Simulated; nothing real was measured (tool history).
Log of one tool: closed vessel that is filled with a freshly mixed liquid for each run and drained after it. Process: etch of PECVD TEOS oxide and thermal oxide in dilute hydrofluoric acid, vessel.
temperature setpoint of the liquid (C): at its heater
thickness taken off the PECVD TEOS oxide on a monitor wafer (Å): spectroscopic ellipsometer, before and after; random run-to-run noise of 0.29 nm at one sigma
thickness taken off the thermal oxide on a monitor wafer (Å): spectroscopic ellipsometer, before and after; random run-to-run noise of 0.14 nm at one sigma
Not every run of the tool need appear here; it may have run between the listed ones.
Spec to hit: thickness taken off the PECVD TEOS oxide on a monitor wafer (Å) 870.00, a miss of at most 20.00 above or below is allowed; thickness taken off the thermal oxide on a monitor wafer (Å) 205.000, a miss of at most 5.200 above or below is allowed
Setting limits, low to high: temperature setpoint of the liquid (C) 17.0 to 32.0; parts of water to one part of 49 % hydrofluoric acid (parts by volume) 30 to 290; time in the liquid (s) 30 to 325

| run | hour | temperature setpoint of the liquid (C) | parts of water to one part of 49 % hydrofluoric acid (parts by volume) | time in the liquid (s) | thickness taken off the PECVD TEOS oxide on a monitor wafer (Å) | thickness taken off the thermal oxide on a monitor wafer (Å) |
|---|---|---|---|---|---|---|
| 1 | 0.0 | 24.0 | 160 | 165 | 203.11 | 48.104 |
| 2 | 9.0 | 24.0 | 105 | 165 | 332.33 | 78.518 |
| 3 | 11.9 | 25.0 | 95 | 165 | 386.09 | 89.884 |
| 4 | 13.6 | 26.0 | 85 | 165 | 452.76 | 107.150 |
| 5 | 19.6 | 26.0 | 85 | 215 | 593.29 | 140.730 |
| 6 | 27.9 | 28.0 | 85 | 215 | 637.29 | 151.140 |
| 7 | 29.8 | 28.5 | 80 | 215 | 699.94 | 163.750 |
| 8 | 36.9 | 28.5 | 80 | 215 | 702.57 | 165.010 |
| 9 | 44.4 | 29.0 | 80 | 215 | 713.51 | 169.910 |
| 10 | 46.8 | 29.5 | 80 | 215 | 722.23 | 171.090 |
| 11 | 49.8 | 29.5 | 80 | 215 | 723.43 | 168.900 |
| 12 | 54.9 | 32.0 | 65 | 215 | 1004.80 | 237.300 |
| 13 | 63.7 | 31.5 | 65 | 215 | 986.82 | 229.470 |

Exercise: of the 4 proposed moves below, exactly one satisfies all targets within the stated allowed misses. Which move is it?
| A | 72.5 | 29.5 | 45 | 185 | ? | ? |
| B | 72.5 | 31.5 | 60 | 185 | ? | ? |
| C | 72.5 | 32.0 | 40 | 115 | ? | ? |
| D | 72.5 | 32.0 | 80 | 235 | ? | ? |

| move | thickness taken off the PECVD TEOS oxide on a monitor wafer (Å) | thickness taken off the thermal oxide on a monitor wafer (Å) |
|---|---|---|
| A | 1168.20 | 274.470 |
| B | 925.44 | 217.440 |
| C | 908.45 | 213.440 |
| D | 871.14 | 204.680 |
A: misses by more than the last run did
B: nearer than the last run, and not there yet
C: nearer than the last run, and not there yet
D: all results in spec
Go with D: it meets all targets.
